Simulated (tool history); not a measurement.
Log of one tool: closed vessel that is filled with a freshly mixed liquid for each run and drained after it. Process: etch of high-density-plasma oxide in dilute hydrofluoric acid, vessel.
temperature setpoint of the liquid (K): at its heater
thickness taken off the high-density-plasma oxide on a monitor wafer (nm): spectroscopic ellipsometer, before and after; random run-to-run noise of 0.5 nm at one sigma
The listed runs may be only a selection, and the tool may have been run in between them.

run  hour  temperature setpoint of the liquid (K)  parts of water to one part of 49 % hydrofluoric acid (parts by volume)  time in the liquid (s)  thickness taken off the high-density-plasma oxide on a monitor wafer (nm)
  1   0.0                                  293.15                                                                     200                    1485                                                                     30.296
  2   2.0                                  294.15                                                                     190                    1485                                                                     33.813
  3   3.4                                  296.15                                                                     190                    1485                                                                     35.869
  4   4.6                                  296.15                                                                     190                    1485                                                                     36.196
  5   9.0                                  296.65                                                                     180                    1485                                                                     39.640
  6  16.7                                  300.15                                                                     180                    1485                                                                     43.983
  7  22.5                                  301.15                                                                     125                    1490                                                                     71.556
  8  25.4                                  300.65                                                                     125                    1490                                                                     70.914
  9  31.0                                  300.15                                                                     125                    1490                                                                     68.941
 10  39.4                                  299.65                                                                     125                    1490                                                                     68.521

What does the tool deliver on the next run?
 11  48.0                                  295.65                                                                     130                    1490                                                                          ?

Run 11 yielded thickness taken off the high-density-plasma oxide on a monitor wafer (nm) 55.430.
